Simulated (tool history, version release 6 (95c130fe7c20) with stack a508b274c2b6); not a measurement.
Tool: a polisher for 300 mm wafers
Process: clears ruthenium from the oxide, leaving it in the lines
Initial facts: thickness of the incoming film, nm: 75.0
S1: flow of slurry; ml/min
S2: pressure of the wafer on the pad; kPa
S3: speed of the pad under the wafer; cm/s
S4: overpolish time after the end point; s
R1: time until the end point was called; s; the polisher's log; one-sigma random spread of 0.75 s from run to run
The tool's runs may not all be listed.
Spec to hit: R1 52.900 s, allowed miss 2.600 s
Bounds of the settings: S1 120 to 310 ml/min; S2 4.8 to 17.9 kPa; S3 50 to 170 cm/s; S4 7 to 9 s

{"run": 1, "hour": 0.0, "S1": 200, "S2": 11.0, "S3": 110, "S4": 9, "R1": 82.09}
{"run": 2, "hour": 1.1, "S1": 200, "S2": 11.7, "S3": 110, "S4": 9, "R1": 81.145}
{"run": 3, "hour": 6.0, "S1": 200, "S2": 12.4, "S3": 112, "S4": 9, "R1": 74.713}
{"run": 4, "hour": 12.4, "S1": 200, "S2": 13.1, "S3": 112, "S4": 9, "R1": 72.727}
{"run": 5, "hour": 18.3, "S1": 200, "S2": 13.8, "S3": 112, "S4": 9, "R1": 70.135}
{"run": 6, "hour": 18.9, "S1": 200, "S2": 14.5, "S3": 114, "S4": 9, "R1": 66.973}
{"run": 7, "hour": 20.4, "S1": 200, "S2": 15.2, "S3": 116, "S4": 9, "R1": 64.048}
{"run": 8, "hour": 28.6, "S1": 200, "S2": 15.9, "S3": 118, "S4": 9, "R1": 61.665}
{"run": 9, "hour": 37.0, "S1": 200, "S2": 15.9, "S3": 120, "S4": 9, "R1": 58.809}
{"run": 10, "hour": 37.8, "S1": 200, "S2": 16.5, "S3": 122, "S4": 9, "R1": 56.369}

Which single option among these 5 for the next run brings every result within its allowed miss of target? Just one does.
{"run": "A", "hour": 38.6, "S1": 230, "S2": 13.8, "S3": 128, "S4": 9, "R1": "?"}
{"run": "B", "hour": 38.6, "S1": 185, "S2": 16.5, "S3": 118, "S4": 9, "R1": "?"}
{"run": "C", "hour": 38.6, "S1": 230, "S2": 17.2, "S3": 104, "S4": 7, "R1": "?"}
{"run": "D", "hour": 38.6, "S1": 140, "S2": 13.1, "S3": 136, "S4": 9, "R1": "?"}
{"run": "E", "hour": 38.6, "S1": 225, "S2": 17.2, "S3": 126, "S4": 9, "R1": "?"}

move=A R1=61.199
move=B R1=60.076
move=C R1=63.819
move=D R1=64.915
move=E R1=53.285
A: the biggest miss grows against the last run
B: the biggest miss grows against the last run
C: the biggest miss grows against the last run
D: the biggest miss grows against the last run
E: all results in spec
Move E is the one to make.
